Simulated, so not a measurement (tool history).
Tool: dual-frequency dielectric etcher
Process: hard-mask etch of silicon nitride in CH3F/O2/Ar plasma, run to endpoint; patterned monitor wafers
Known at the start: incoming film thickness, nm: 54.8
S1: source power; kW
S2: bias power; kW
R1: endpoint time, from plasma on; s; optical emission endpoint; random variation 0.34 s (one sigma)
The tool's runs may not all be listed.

run    day     S1     S2      R1
  1  0.000  0.310  0.077  88.049
  2  0.188  0.360  0.077  83.276
  3  0.517  0.380  0.077  81.053
  4  0.767  0.340  0.075  85.028
  5  0.804  0.340  0.064  89.076
  6  0.888  0.320  0.063  91.579
  7  0.988  0.300  0.062  94.449

The next listed run, before its measurement:
  8  1.333  0.290  0.061   ?

{"run 8": {"R1": 96.706}}

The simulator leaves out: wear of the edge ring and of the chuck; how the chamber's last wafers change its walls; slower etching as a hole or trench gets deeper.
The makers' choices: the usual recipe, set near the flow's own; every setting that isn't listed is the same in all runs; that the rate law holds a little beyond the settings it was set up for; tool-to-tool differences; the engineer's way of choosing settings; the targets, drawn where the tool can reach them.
